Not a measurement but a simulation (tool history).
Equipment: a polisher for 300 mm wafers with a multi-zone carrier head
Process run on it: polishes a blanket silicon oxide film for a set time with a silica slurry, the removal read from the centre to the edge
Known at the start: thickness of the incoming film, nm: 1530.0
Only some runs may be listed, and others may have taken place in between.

| run | hour | flow of slurry (ml/min) | pressure of the head's centre zone | pressure of the head's middle zone | pressure of the head's edge zone | abrasive content of the slurry | polishing time (s) | film removed at the wafer's centre (nm) | film removed at mid-radius (nm) | film removed at the wafer's edge (nm) |
|---|---|---|---|---|---|---|---|---|---|---|
| 1 | 0.0 | 155 | 1.00 | 1.00 | 1.00 | 1.0 | 69 | 257.82 | 259.31 | 247.64 |
| 2 | 8.9 | 165 | 1.02 | 0.99 | 1.03 | 1.1 | 69 | 277.08 | 262.89 | 261.34 |
| 3 | 10.8 | 170 | 1.03 | 1.00 | 1.05 | 1.2 | 70 | 289.59 | 280.06 | 282.29 |
| 4 | 17.7 | 170 | 1.03 | 1.04 | 1.05 | 1.2 | 70 | 294.10 | 291.76 | 279.84 |
| 5 | 24.1 | 170 | 1.03 | 1.04 | 1.05 | 1.2 | 86 | 357.00 | 359.68 | 338.80 |
| 6 | 33.1 | 170 | 0.95 | 1.04 | 1.05 | 1.2 | 86 | 332.98 | 361.42 | 344.50 |

Expected results for the next run?
| 7 | 35.9 | 175 | 0.97 | 1.01 | 1.05 | 1.2 | 86 | ? | ? | ? |

Run 7 measured film removed at the wafer's centre (nm) 335.05, film removed at mid-radius (nm) 354.69, film removed at the wafer's edge (nm) 346.64.

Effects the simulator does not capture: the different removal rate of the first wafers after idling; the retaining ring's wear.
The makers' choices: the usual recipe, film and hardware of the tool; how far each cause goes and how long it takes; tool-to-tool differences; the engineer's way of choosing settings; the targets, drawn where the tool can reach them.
